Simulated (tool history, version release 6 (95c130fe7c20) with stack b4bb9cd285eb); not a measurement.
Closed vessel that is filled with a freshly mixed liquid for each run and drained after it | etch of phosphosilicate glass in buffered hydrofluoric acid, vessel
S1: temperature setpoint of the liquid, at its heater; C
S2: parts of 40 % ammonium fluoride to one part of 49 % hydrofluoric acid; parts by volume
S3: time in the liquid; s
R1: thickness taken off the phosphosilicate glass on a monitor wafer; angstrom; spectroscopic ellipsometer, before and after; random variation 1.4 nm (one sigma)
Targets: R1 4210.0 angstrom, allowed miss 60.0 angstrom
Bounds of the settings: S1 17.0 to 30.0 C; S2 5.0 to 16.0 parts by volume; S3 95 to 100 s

run	hour	S1	S2	S3	R1
1	0.0	22.0	9.5	95	7784.6
2	7.7	21.5	10.0	95	7363.5
3	10.8	21.5	7.5	95	9608.8
4	11.7	21.0	8.0	95	8699.8
5	19.6	20.5	8.5	95	7896.0
6	25.9	18.0	8.5	95	6926.5
7	30.9	18.0	9.0	95	6438.9
8	34.8	18.0	9.5	95	6239.3
9	41.8	18.0	10.0	95	6062.1
# hour 49.6: thermometer replaced
10	49.6	17.0	13.0	95	3899.0
11	50.8	18.0	13.0	95	4104.7

5 next moves are on the table. One of them brings every result within its allowed miss. Which?
A	52.0	18.0	13.0	100	?
B	52.0	17.5	12.5	100	?
C	52.0	19.5	14.0	100	?
D	52.0	19.0	13.0	95	?
E	52.0	17.0	12.0	95	?

move	R1
A	4357.4
B	4401.3
C	4410.1
D	4380.6
E	4229.3
A: takes the result that was furthest off past its target
B: takes the result that was furthest off past its target
C: takes the result that was furthest off past its target
D: takes the result that was furthest off past its target
E: meets every target
Answer: E
